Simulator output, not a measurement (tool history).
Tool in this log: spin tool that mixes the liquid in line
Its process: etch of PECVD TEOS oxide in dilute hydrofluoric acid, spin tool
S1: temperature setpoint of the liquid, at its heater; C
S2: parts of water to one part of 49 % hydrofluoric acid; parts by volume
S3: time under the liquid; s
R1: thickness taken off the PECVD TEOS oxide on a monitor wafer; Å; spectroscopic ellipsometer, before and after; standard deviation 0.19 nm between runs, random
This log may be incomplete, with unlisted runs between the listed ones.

{"run": 1, "hour": 0.0, "S1": 23.0, "S2": 95, "S3": 210, "R1": 157.91}
{"run": 2, "hour": 6.8, "S1": 24.5, "S2": 85, "S3": 210, "R1": 190.16}
{"run": 3, "hour": 10.8, "S1": 24.5, "S2": 115, "S3": 210, "R1": 134.4}
{"run": 4, "hour": 16.3, "S1": 25.5, "S2": 100, "S3": 210, "R1": 163.52}
{"run": 5, "hour": 20.1, "S1": 27.5, "S2": 100, "S3": 210, "R1": 177.74}
{"run": 6, "hour": 25.2, "S1": 28.0, "S2": 90, "S3": 210, "R1": 203.52}
{"run": 7, "hour": 27.7, "S1": 28.5, "S2": 80, "S3": 210, "R1": 238.42}
{"run": 8, "hour": 33.9, "S1": 29.0, "S2": 70, "S3": 210, "R1": 282.91}
{"run": 9, "hour": 41.3, "S1": 29.5, "S2": 65, "S3": 210, "R1": 312.14}
{"run": 10, "hour": 42.0, "S1": 29.5, "S2": 65, "S3": 210, "R1": 311.71}
{"run": 11, "hour": 47.6, "S1": 29.5, "S2": 60, "S3": 210, "R1": 341.82}
{"run": 12, "hour": 52.0, "S1": 29.5, "S2": 55, "S3": 210, "R1": 375.23}

What will run 13 give?
{"run": 13, "hour": 57.0, "S1": 30.5, "S2": 50, "S3": 210, "R1": "?"}

{"run 13": {"R1": 425.51}}
